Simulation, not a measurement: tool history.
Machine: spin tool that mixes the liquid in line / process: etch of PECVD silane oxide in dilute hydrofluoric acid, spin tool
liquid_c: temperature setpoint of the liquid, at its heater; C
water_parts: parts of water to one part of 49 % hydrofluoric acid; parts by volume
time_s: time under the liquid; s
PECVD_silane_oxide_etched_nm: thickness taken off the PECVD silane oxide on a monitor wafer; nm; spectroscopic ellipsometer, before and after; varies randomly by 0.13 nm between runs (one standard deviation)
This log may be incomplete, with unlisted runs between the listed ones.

run,day,liquid_c,water_parts,time_s,PECVD_silane_oxide_etched_nm
1,0.000,21.0,275,75,5.2861
2,0.304,23.5,225,75,7.4562
3,0.638,23.5,225,75,7.4581
4,0.829,23.5,225,75,7.4680
5,0.896,25.0,200,75,9.1163
6,0.938,27.5,200,75,9.9305
7,1.050,28.0,185,75,11.1740
8,1.167,28.5,175,75,12.1840
9,1.192,29.0,155,75,14.5760

Predict the results of run 10:
10,1.521,28.5,155,75,?

{"run 10": {"PECVD_silane_oxide_etched_nm": 14.128}}
